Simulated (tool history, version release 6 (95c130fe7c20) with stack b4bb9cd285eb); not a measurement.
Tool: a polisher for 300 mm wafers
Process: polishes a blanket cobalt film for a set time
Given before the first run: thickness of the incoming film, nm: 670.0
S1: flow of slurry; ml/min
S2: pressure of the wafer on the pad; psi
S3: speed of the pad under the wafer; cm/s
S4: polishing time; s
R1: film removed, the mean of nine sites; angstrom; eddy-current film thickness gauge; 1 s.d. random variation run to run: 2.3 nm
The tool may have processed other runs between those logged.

run  hour   S1   S2   S3  S4      R1
  1     0  305  1.4  126  35  1291.4
  2   3.3  305  1.6  126  35  1457.5
  3   3.9  305  1.7  128  35  1550.3
  4  12.9  305  1.6  128  35    1481
  5  17.2  305  1.7  130  35  1616.6
  6  24.4  305  1.9  130  35  1784.7
  7  31.1  305    2  132  35  1876.2

Forecast run 8:
  8  35.1  305   2  136  35   ?

Run 8 gave R1 1927.5 angstrom.
